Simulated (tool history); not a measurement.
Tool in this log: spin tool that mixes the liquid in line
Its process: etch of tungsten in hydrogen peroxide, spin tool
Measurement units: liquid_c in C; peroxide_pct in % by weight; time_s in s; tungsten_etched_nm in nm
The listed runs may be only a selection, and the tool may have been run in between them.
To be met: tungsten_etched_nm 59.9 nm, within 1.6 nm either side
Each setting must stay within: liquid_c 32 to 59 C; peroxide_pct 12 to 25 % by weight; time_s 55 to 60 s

{"run": 1, "hour": 0.0, "liquid_c": 43, "peroxide_pct": 17, "time_s": 55, "tungsten_etched_nm": 50.601}
{"run": 2, "hour": 6.4, "liquid_c": 43, "peroxide_pct": 19.5, "time_s": 55, "tungsten_etched_nm": 54.685}
{"run": 3, "hour": 8.1, "liquid_c": 49.5, "peroxide_pct": 19.5, "time_s": 55, "tungsten_etched_nm": 82.133}
{"run": 4, "hour": 15.4, "liquid_c": 49, "peroxide_pct": 19.5, "time_s": 55, "tungsten_etched_nm": 79.778}
{"run": 5, "hour": 19.5, "liquid_c": 48.5, "peroxide_pct": 19.5, "time_s": 55, "tungsten_etched_nm": 77.647}
{"run": 6, "hour": 25.8, "liquid_c": 48, "peroxide_pct": 19.5, "time_s": 55, "tungsten_etched_nm": 75.002}
{"run": 7, "hour": 27.4, "liquid_c": 47.5, "peroxide_pct": 19.5, "time_s": 55, "tungsten_etched_nm": 72.65}
{"run": 8, "hour": 35.5, "liquid_c": 47, "peroxide_pct": 19.5, "time_s": 55, "tungsten_etched_nm": 70.741}
{"run": 9, "hour": 43.4, "liquid_c": 46.5, "peroxide_pct": 19.5, "time_s": 55, "tungsten_etched_nm": 68.091}
{"run": 10, "hour": 47.8, "liquid_c": 45.5, "peroxide_pct": 19.5, "time_s": 55, "tungsten_etched_nm": 64.807}

Exactly one of the 4 candidate moves below puts every result within its allowed miss. Which one?
{"run": "A", "hour": 52.2, "liquid_c": 43, "peroxide_pct": 21, "time_s": 55, "tungsten_etched_nm": "?"}
{"run": "B", "hour": 52.2, "liquid_c": 45.5, "peroxide_pct": 18.5, "time_s": 55, "tungsten_etched_nm": "?"}
{"run": "C", "hour": 52.2, "liquid_c": 43, "peroxide_pct": 23.5, "time_s": 55, "tungsten_etched_nm": "?"}
{"run": "D", "hour": 52.2, "liquid_c": 43, "peroxide_pct": 16.5, "time_s": 60, "tungsten_etched_nm": "?"}

move=A tungsten_etched_nm=56.581
move=B tungsten_etched_nm=62.22
move=C tungsten_etched_nm=59.854
move=D tungsten_etched_nm=54.713
A: the result that was furthest off in the last run now lies on the other side of its target
B: moves toward the targets from the last run without getting all of them in spec
C: every result within its allowed miss
D: the result that was furthest off in the last run now lies on the other side of its target
The right move is C.
